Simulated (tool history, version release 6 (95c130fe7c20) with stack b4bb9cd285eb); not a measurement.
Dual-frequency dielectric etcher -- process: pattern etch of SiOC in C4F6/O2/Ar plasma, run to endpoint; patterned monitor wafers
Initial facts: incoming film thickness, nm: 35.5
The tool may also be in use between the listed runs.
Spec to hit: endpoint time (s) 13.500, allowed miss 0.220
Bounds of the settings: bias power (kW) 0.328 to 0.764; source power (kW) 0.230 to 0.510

run 1 hour=0.0 | bias_power_(kW)=0.546 source_power_(kW)=0.370 | endpoint_time_(s)=11.998
run 2 hour=3.1 | bias_power_(kW)=0.546 source_power_(kW)=0.340 | endpoint_time_(s)=12.412
run 3 hour=10.2 | bias_power_(kW)=0.524 source_power_(kW)=0.340 | endpoint_time_(s)=12.596
run 4 hour=14.5 | bias_power_(kW)=0.506 source_power_(kW)=0.340 | endpoint_time_(s)=12.745
run 5 hour=21.5 | bias_power_(kW)=0.491 source_power_(kW)=0.340 | endpoint_time_(s)=12.786
run 6 hour=27.1 | bias_power_(kW)=0.491 source_power_(kW)=0.380 | endpoint_time_(s)=12.434
run 7 hour=34.2 | bias_power_(kW)=0.470 source_power_(kW)=0.380 | endpoint_time_(s)=12.751
run 8 hour=39.5 | bias_power_(kW)=0.457 source_power_(kW)=0.380 | endpoint_time_(s)=12.712
run 9 hour=40.4 | bias_power_(kW)=0.441 source_power_(kW)=0.380 | endpoint_time_(s)=13.015
run 10 hour=42.1 | bias_power_(kW)=0.441 source_power_(kW)=0.380 | endpoint_time_(s)=12.950

Exactly one of the 5 candidate moves below puts every result within its allowed miss. Which one?
run A hour=43.8 | bias_power_(kW)=0.526 source_power_(kW)=0.340 | endpoint_time_(s)=?
run B hour=43.8 | bias_power_(kW)=0.466 source_power_(kW)=0.310 | endpoint_time_(s)=?
run C hour=43.8 | bias_power_(kW)=0.473 source_power_(kW)=0.340 | endpoint_time_(s)=?
run D hour=43.8 | bias_power_(kW)=0.448 source_power_(kW)=0.360 | endpoint_time_(s)=?
run E hour=43.8 | bias_power_(kW)=0.417 source_power_(kW)=0.400 | endpoint_time_(s)=?

move=A endpoint_time_(s)=12.559
move=B endpoint_time_(s)=13.427
move=C endpoint_time_(s)=13.028
move=D endpoint_time_(s)=13.062
move=E endpoint_time_(s)=12.985
A: the biggest miss grows against the last run
B: each result inside its tolerance
C: closer than the last run, but not yet in spec
D: closer than the last run, but not yet in spec
E: closer than the last run, but not yet in spec
Move B is the one to make.
